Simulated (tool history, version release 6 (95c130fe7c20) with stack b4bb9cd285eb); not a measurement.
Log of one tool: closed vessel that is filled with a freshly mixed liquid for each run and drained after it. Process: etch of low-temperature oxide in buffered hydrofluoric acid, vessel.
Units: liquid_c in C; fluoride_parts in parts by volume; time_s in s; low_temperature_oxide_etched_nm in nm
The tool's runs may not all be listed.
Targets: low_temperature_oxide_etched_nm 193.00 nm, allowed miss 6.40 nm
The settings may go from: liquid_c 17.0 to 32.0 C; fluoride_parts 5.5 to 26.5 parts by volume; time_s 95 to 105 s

run,hour,liquid_c,fluoride_parts,time_s,low_temperature_oxide_etched_nm
1,0.0,25.0,16.0,95,117.72
2,2.8,27.0,15.5,95,133.58
3,5.0,28.5,15.0,95,152.68
4,10.2,29.5,15.0,95,162.10
5,12.3,26.0,15.0,95,131.83
6,17.2,28.0,14.5,95,152.69
7,21.6,29.0,14.5,95,160.92
8,28.3,30.0,14.5,95,168.01
9,36.9,30.5,14.5,95,171.93
10,42.1,31.0,14.5,95,177.14
11,43.9,31.5,14.5,95,181.87

Which of these 4 next moves meets every target?
A,45.7,29.5,11.5,95,?
B,45.7,31.5,14.5,100,?
C,45.7,31.5,12.5,95,?
D,45.7,31.5,14.5,105,?

move,low_temperature_oxide_etched_nm
A,205.63
B,191.84
C,210.73
D,201.43
A: takes the result that was furthest off past its target
B: meets every target
C: takes the result that was furthest off past its target
D: takes the result that was furthest off past its target
Move B is the one to make.
